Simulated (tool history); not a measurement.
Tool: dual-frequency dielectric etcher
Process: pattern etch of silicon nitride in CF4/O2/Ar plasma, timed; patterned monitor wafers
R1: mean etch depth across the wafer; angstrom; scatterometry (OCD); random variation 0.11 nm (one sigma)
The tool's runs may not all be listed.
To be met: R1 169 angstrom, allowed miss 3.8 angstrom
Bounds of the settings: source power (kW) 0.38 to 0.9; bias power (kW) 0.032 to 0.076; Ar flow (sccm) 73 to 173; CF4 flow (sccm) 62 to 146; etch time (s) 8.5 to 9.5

run 1 hour=0 | source_power_(kW)=0.64 bias_power_(kW)=0.054 Ar_flow_(sccm)=123 CF4_flow_(sccm)=104 etch_time_(s)=9.5 | R1=226.36
run 2 hour=4.3 | source_power_(kW)=0.64 bias_power_(kW)=0.054 Ar_flow_(sccm)=103 CF4_flow_(sccm)=104 etch_time_(s)=9.5 | R1=231.13
run 3 hour=11.8 | source_power_(kW)=0.64 bias_power_(kW)=0.054 Ar_flow_(sccm)=103 CF4_flow_(sccm)=93 etch_time_(s)=9.5 | R1=227.66
run 4 hour=15 | source_power_(kW)=0.64 bias_power_(kW)=0.047 Ar_flow_(sccm)=103 CF4_flow_(sccm)=93 etch_time_(s)=9.5 | R1=213.41
run 5 hour=23 | source_power_(kW)=0.59 bias_power_(kW)=0.047 Ar_flow_(sccm)=103 CF4_flow_(sccm)=93 etch_time_(s)=9.5 | R1=192.69
run 6 hour=26.3 | source_power_(kW)=0.59 bias_power_(kW)=0.047 Ar_flow_(sccm)=125 CF4_flow_(sccm)=93 etch_time_(s)=9.5 | R1=188.5
run 7 hour=27.1 | source_power_(kW)=0.57 bias_power_(kW)=0.047 Ar_flow_(sccm)=125 CF4_flow_(sccm)=93 etch_time_(s)=9.5 | R1=183.68
run 8 hour=32.8 | source_power_(kW)=0.55 bias_power_(kW)=0.047 Ar_flow_(sccm)=125 CF4_flow_(sccm)=93 etch_time_(s)=9.5 | R1=177.03

Which of these 4 next moves meets every target?
run A hour=38.5 | source_power_(kW)=0.58 bias_power_(kW)=0.05 Ar_flow_(sccm)=109 CF4_flow_(sccm)=110 etch_time_(s)=8.5 | R1=?
run B hour=38.5 | source_power_(kW)=0.5 bias_power_(kW)=0.052 Ar_flow_(sccm)=146 CF4_flow_(sccm)=135 etch_time_(s)=9.5 | R1=?
run C hour=38.5 | source_power_(kW)=0.55 bias_power_(kW)=0.045 Ar_flow_(sccm)=126 CF4_flow_(sccm)=83 etch_time_(s)=9 | R1=?
run D hour=38.5 | source_power_(kW)=0.66 bias_power_(kW)=0.033 Ar_flow_(sccm)=111 CF4_flow_(sccm)=112 etch_time_(s)=9.5 | R1=?

move=A R1=179.36
move=B R1=171.27
move=C R1=161.8
move=D R1=180.86
A: further off than the last run
B: meets every target
C: takes the result that was furthest off past its target
D: further off than the last run
Answer: B
